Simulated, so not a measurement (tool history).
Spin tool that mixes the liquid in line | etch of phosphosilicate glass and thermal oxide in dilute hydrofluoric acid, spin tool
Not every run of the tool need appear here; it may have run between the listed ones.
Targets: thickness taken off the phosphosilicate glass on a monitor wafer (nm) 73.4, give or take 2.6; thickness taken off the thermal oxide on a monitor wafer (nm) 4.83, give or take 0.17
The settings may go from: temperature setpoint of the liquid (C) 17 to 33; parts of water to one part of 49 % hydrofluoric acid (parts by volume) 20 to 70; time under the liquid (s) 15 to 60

run    day  temperature setpoint of the liquid (C)  parts of water to one part of 49 % hydrofluoric acid (parts by volume)  time under the liquid (s)  thickness taken off the phosphosilicate glass on a monitor wafer (nm)  thickness taken off the thermal oxide on a monitor wafer (nm)
  1      0                                      25                                                                      40                         30                                                                 59.322                                                         3.8771
  2  0.204                                      25                                                                      40                         20                                                                 39.792                                                         2.6167
  3  0.312                                      25                                                                      40                         15                                                                 29.227                                                         1.9313
  4  0.521                                      26                                                                      35                         15                                                                  35.34                                                         2.3672
  5  0.671                                    24.5                                                                      35                         15                                                                 33.039                                                         2.2136
  6  0.954                                    24.5                                                                      35                         15                                                                 33.655                                                         2.2388
  7  1.233                                    25.5                                                                      35                         15                                                                 34.123                                                          2.324
  8    1.3                                    24.5                                                                      25                         20                                                                 64.088                                                          4.153
  9  1.667                                      25                                                                      25                         20                                                                     65                                                         4.1703
 10  1.733                                    25.5                                                                      25                         20                                                                 65.224                                                         4.3032
 11  1.762                                      26                                                                      25                         20                                                                 66.558                                                          4.371
 12  1.929                                      27                                                                      25                         20                                                                 69.411                                                         4.5741

4 next moves are on the table. One of them brings every result within its allowed miss. Which?
  A  2.096                                    27.5                                                                      20                         15                                                                      ?                                                              ?
  B  2.096                                    26.5                                                                      25                         20                                                                      ?                                                              ?
  C  2.096                                      23                                                                      25                         25                                                                      ?                                                              ?
  D  2.096                                      21                                                                      20                         20                                                                      ?                                                              ?

move  thickness taken off the phosphosilicate glass on a monitor wafer (nm)  thickness taken off the thermal oxide on a monitor wafer (nm)
   A                                                                 67.629                                                         4.4435
   B                                                                 68.712                                                         4.5146
   C                                                                 74.199                                                         4.8752
   D                                                                 68.558                                                         4.5045
A: further off than the last run
B: further off than the last run
C: all results in spec
D: further off than the last run
Correct choice: C, which meets every target
